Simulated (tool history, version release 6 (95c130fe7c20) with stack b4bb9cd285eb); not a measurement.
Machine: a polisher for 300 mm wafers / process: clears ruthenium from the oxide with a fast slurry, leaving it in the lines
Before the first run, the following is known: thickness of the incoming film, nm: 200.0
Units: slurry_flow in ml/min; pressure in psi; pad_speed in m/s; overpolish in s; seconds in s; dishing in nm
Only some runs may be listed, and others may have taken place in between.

{"run": 1, "hour": 0.0, "slurry_flow": 195, "pressure": 1.8, "pad_speed": 1.2, "slurry_solids": 1.0, "overpolish": 16, "seconds": 68.112, "dishing": 41.218}
{"run": 2, "hour": 3.7, "slurry_flow": 195, "pressure": 1.8, "pad_speed": 1.04, "slurry_solids": 1.0, "overpolish": 16, "seconds": 76.522, "dishing": 36.712}
{"run": 3, "hour": 6.7, "slurry_flow": 195, "pressure": 1.8, "pad_speed": 1.04, "slurry_solids": 1.0, "overpolish": 12, "seconds": 75.807, "dishing": 27.848}
{"run": 4, "hour": 11.5, "slurry_flow": 235, "pressure": 1.8, "pad_speed": 1.04, "slurry_solids": 1.0, "overpolish": 12, "seconds": 71.175, "dishing": 28.416}
{"run": 5, "hour": 15.1, "slurry_flow": 225, "pressure": 1.9, "pad_speed": 1.06, "slurry_solids": 1.0, "overpolish": 15, "seconds": 68.506, "dishing": 38.764}
{"run": 6, "hour": 21.8, "slurry_flow": 245, "pressure": 1.9, "pad_speed": 1.06, "slurry_solids": 1.0, "overpolish": 15, "seconds": 68.344, "dishing": 34.754}
{"run": 7, "hour": 24.3, "slurry_flow": 235, "pressure": 1.9, "pad_speed": 1.06, "slurry_solids": 1.0, "overpolish": 17, "seconds": 69.398, "dishing": 42.53}

Estimate the outcome of run 8 from the log above:
{"hour": 26.7, "done": "head pressure recalibrated"}
{"run": 8, "hour": 26.7, "slurry_flow": 230, "pressure": 1.9, "pad_speed": 1.06, "slurry_solids": 1.0, "overpolish": 18, "seconds": "?", "dishing": "?"}

Run 8 came out at seconds 64.220 s, dishing 46.063 nm.
